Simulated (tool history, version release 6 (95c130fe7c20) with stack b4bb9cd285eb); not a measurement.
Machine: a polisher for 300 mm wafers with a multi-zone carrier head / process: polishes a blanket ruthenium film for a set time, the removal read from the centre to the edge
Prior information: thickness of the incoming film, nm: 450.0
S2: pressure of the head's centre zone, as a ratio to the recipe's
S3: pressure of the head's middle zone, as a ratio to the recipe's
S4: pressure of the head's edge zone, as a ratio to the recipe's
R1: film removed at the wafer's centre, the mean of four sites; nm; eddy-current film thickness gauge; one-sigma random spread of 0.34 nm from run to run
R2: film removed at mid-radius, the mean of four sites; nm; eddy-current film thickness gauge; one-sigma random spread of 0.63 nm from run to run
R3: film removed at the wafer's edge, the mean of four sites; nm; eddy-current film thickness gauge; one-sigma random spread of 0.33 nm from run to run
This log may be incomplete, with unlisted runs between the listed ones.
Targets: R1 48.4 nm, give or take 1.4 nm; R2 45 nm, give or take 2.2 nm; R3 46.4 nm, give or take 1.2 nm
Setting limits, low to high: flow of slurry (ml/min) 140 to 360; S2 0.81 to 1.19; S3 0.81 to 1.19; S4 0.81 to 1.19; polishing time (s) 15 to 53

run 1 day=0 | flow_of_slurry_(ml/min)=230 S2=1 S3=1 S4=1 polishing_time_(s)=34 | R1=35.232 R2=36.125 R3=36.994
run 2 day=0.204 | flow_of_slurry_(ml/min)=230 S2=0.94 S3=1 S4=1 polishing_time_(s)=34 | R1=33.253 R2=35.021 R3=36.613
run 3 day=0.292 | flow_of_slurry_(ml/min)=230 S2=1.02 S3=1 S4=1 polishing_time_(s)=34 | R1=36.193 R2=36.226 R3=37.03
run 4 day=0.667 | flow_of_slurry_(ml/min)=230 S2=1.02 S3=1.07 S4=1 polishing_time_(s)=34 | R1=35.905 R2=37.766 R3=36.689
run 5 day=1.012 | flow_of_slurry_(ml/min)=230 S2=1.05 S3=1.07 S4=1 polishing_time_(s)=34 | R1=36.924 R2=37.938 R3=36.716
run 6 day=1.342 | flow_of_slurry_(ml/min)=230 S2=1.05 S3=0.99 S4=1 polishing_time_(s)=34 | R1=37.236 R2=35.857 R3=37.053
run 7 day=1.583 | flow_of_slurry_(ml/min)=245 S2=1.08 S3=1.01 S4=1.04 polishing_time_(s)=35 | R1=39.565 R2=38.87 R3=38.776
run 8 day=1.75 | flow_of_slurry_(ml/min)=250 S2=1.1 S3=0.99 S4=1.07 polishing_time_(s)=36 | R1=41.293 R2=38.336 R3=40.646
run 9 day=1.988 | flow_of_slurry_(ml/min)=260 S2=1.12 S3=1.01 S4=1.09 polishing_time_(s)=37 | R1=43.388 R2=39.585 R3=42.529

Next run, 5 choices. One meets every target within its allowed miss, the rest don't. Which?
run A day=2.225 | flow_of_slurry_(ml/min)=275 S2=1.19 S3=0.92 S4=1.13 polishing_time_(s)=39 | R1=? R2=? R3=?
run B day=2.225 | flow_of_slurry_(ml/min)=280 S2=1.08 S3=0.99 S4=1.13 polishing_time_(s)=42 | R1=? R2=? R3=?
run C day=2.225 | flow_of_slurry_(ml/min)=280 S2=1.19 S3=0.85 S4=1.19 polishing_time_(s)=42 | R1=? R2=? R3=?
run D day=2.225 | flow_of_slurry_(ml/min)=260 S2=1.16 S3=0.93 S4=1.13 polishing_time_(s)=32 | R1=? R2=? R3=?
run E day=2.225 | flow_of_slurry_(ml/min)=245 S2=1.09 S3=1.01 S4=1.02 polishing_time_(s)=42 | R1=? R2=? R3=?

move=A R1=49.075 R2=39.063 R3=45.582
move=B R1=48.038 R2=44.828 R3=49.099
move=C R1=52.913 R2=39.458 R3=50.557
move=D R1=39.039 R2=32.192 R3=37.261
move=E R1=47.874 R2=45.074 R3=46.181
A: brings the last run's worst result on target, with another outside its allowed miss
B: brings the last run's worst result on target, with another outside its allowed miss
C: takes the result that was furthest off past its target
D: its largest miss is bigger than the last run's
E: meets every target
The move that meets every target is E.

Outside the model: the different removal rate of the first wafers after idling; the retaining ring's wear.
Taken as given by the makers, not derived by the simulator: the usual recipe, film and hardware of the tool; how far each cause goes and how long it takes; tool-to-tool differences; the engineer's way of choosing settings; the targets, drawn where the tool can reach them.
